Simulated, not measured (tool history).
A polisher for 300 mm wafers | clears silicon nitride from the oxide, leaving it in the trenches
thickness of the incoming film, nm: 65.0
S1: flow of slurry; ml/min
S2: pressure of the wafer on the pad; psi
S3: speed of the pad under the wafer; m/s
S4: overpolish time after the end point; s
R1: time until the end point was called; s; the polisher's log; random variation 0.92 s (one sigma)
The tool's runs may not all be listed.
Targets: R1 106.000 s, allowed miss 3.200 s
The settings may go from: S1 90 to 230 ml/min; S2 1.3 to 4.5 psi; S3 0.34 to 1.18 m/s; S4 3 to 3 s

{"run": 1, "hour": 0.0, "S1": 150, "S2": 2.9, "S3": 0.76, "S4": 3, "R1": 90.679}
{"run": 2, "hour": 6.2, "S1": 135, "S2": 2.9, "S3": 0.76, "S4": 3, "R1": 91.816}
{"run": 3, "hour": 13.8, "S1": 120, "S2": 2.9, "S3": 0.76, "S4": 3, "R1": 92.437}
{"run": 4, "hour": 17.7, "S1": 120, "S2": 3.5, "S3": 0.76, "S4": 3, "R1": 78.288}
{"run": 5, "hour": 25.4, "S1": 140, "S2": 3.5, "S3": 0.76, "S4": 3, "R1": 77.072}
{"run": 6, "hour": 30.5, "S1": 140, "S2": 3.5, "S3": 0.76, "S4": 3, "R1": 76.752}
{"run": 7, "hour": 37.3, "S1": 120, "S2": 2.7, "S3": 0.76, "S4": 3, "R1": 101.13}
{"run": 8, "hour": 46.2, "S1": 115, "S2": 2.7, "S3": 0.76, "S4": 3, "R1": 101.0}

5 next moves are on the table. One of them brings every result within its allowed miss. Which?
{"run": "A", "hour": 55.1, "S1": 90, "S2": 2.8, "S3": 0.74, "S4": 3, "R1": "?"}
{"run": "B", "hour": 55.1, "S1": 90, "S2": 2.7, "S3": 0.86, "S4": 3, "R1": "?"}
{"run": "C", "hour": 55.1, "S1": 120, "S2": 2.4, "S3": 0.74, "S4": 3, "R1": "?"}
{"run": "D", "hour": 55.1, "S1": 110, "S2": 3.0, "S3": 0.76, "S4": 3, "R1": "?"}
{"run": "E", "hour": 55.1, "S1": 95, "S2": 2.9, "S3": 0.66, "S4": 3, "R1": "?"}

move=A R1=105.590
move=B R1=94.516
move=C R1=114.920
move=D R1=91.872
move=E R1=112.500
A: meets every target
B: further off than the last run
C: takes the result that was furthest off past its target
D: further off than the last run
E: takes the result that was furthest off past its target
Move A is the one to make.

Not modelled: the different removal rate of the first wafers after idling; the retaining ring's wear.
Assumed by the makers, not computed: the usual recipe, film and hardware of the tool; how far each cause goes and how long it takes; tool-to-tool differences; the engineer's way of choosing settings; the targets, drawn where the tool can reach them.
